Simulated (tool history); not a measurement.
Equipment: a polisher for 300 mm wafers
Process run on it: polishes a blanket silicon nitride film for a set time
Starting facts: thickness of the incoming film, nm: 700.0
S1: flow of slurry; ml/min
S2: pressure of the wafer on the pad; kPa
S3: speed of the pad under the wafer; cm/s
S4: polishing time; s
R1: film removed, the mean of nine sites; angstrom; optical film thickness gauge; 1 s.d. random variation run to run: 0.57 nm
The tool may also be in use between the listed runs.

Run 1, hour 0.0: S1 300 ml/min, S2 26.9 kPa, S3 92 cm/s, S4 45 s. Result: R1 710.41 angstrom.
Run 2, hour 8.1: S1 300 ml/min, S2 26.9 kPa, S3 92 cm/s, S4 45 s. Result: R1 718.07 angstrom.
Run 3, hour 13.9: S1 300 ml/min, S2 24.1 kPa, S3 90 cm/s, S4 45 s. Result: R1 646.47 angstrom.
Run 4, hour 21.4: S1 300 ml/min, S2 22.1 kPa, S3 86 cm/s, S4 45 s. Result: R1 576.81 angstrom.
Run 5, hour 28.4: S1 300 ml/min, S2 20.0 kPa, S3 84 cm/s, S4 45 s. Result: R1 515.43 angstrom.
Run 6, hour 36.5: S1 300 ml/min, S2 24.8 kPa, S3 84 cm/s, S4 45 s. Result: R1 614.54 angstrom.
Run 7, hour 41.4: S1 300 ml/min, S2 22.8 kPa, S3 82 cm/s, S4 45 s. Result: R1 554.26 angstrom.

Predict the results of run 8:
Run 8, hour 44.4: S1 300 ml/min, S2 20.7 kPa, S3 82 cm/s, S4 45 s. Result: R1 ?.

{"run 8": {"R1": 516.13}}
